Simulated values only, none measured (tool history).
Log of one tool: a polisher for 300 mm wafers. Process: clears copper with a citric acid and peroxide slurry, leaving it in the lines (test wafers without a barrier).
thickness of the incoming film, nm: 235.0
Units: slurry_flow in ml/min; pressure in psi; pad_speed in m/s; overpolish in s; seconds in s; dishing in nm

Run 1, day 0.000: slurry_flow 255 ml/min, pressure 2.0 psi, pad_speed 1.12 m/s, slurry_solids 1.00, overpolish 16 s. Result: seconds 152.91 s, dishing 16.439 nm.
Run 2, day 0.233: slurry_flow 255 ml/min, pressure 2.0 psi, pad_speed 1.12 m/s, slurry_solids 1.15, overpolish 16 s. Result: seconds 148.68 s, dishing 16.125 nm.
Run 3, day 0.442: slurry_flow 255 ml/min, pressure 2.0 psi, pad_speed 1.38 m/s, slurry_solids 1.15, overpolish 16 s. Result: seconds 125.53 s, dishing 18.718 nm.
Run 4, day 0.796: slurry_flow 200 ml/min, pressure 2.0 psi, pad_speed 1.38 m/s, slurry_solids 1.15, overpolish 16 s. Result: seconds 131.24 s, dishing 18.773 nm.
Run 5, day 0.900: slurry_flow 205 ml/min, pressure 2.0 psi, pad_speed 1.38 m/s, slurry_solids 1.15, overpolish 17 s. Result: seconds 130.92 s, dishing 19.196 nm.
Run 6, day 1.071: slurry_flow 215 ml/min, pressure 2.0 psi, pad_speed 1.38 m/s, slurry_solids 1.15, overpolish 18 s. Result: seconds 129.69 s, dishing 20.519 nm.
Run 7, day 1.162: slurry_flow 225 ml/min, pressure 2.0 psi, pad_speed 1.38 m/s, slurry_solids 1.15, overpolish 19 s. Result: seconds 131.69 s, dishing 20.637 nm.

Run 8 comes next. What will it give?
Run 8, day 1.308: slurry_flow 230 ml/min, pressure 2.1 psi, pad_speed 1.38 m/s, slurry_solids 1.15, overpolish 20 s. Result: seconds ?, dishing ?.

{"run 8": {"seconds": 123.68, "dishing": 22.713}}
